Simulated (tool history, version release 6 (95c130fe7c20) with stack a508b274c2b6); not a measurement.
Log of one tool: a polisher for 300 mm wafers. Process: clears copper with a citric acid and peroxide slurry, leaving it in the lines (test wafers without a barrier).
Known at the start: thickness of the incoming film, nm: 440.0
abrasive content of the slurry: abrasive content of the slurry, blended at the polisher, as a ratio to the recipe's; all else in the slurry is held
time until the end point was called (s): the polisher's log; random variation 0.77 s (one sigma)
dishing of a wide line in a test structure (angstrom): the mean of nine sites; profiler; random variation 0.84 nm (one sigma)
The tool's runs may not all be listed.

run  hour  flow of slurry (ml/min)  pressure of the wafer on the pad (psi)  speed of the pad under the wafer (cm/s)  abrasive content of the slurry  overpolish time after the end point (s)  time until the end point was called (s)  dishing of a wide line in a test structure (angstrom)
  1     0                      300                                     4.1                                      112                               1                                       21                                   118.85                                                 274.92
  2   2.5                      300                                     3.4                                      112                               1                                       21                                   145.11                                                 266.95
  3  10.4                      300                                     3.7                                      112                               1                                       22                                   132.55                                                 269.48
  4  17.8                      300                                     3.7                                       98                               1                                       22                                   148.83                                                 251.39
  5  25.5                      240                                     3.7                                       98                               1                                       22                                   152.22                                                 244.55
     26.7  -- worn pad replaced by a new one
  6  26.7                      240                                     3.7                                       98                             0.8                                       22                                   146.66                                                 252.07
  7  28.7                      240                                     3.7                                       98                             0.8                                       22                                   142.99                                                 260.85

Forecast run 8:
  8  35.4                      240                                       4                                       98                             0.8                                       23                                        ?                                                      ?

{"run 8": {"time until the end point was called (s)": 135.26, "dishing of a wide line in a test structure (angstrom)": 284.67}}

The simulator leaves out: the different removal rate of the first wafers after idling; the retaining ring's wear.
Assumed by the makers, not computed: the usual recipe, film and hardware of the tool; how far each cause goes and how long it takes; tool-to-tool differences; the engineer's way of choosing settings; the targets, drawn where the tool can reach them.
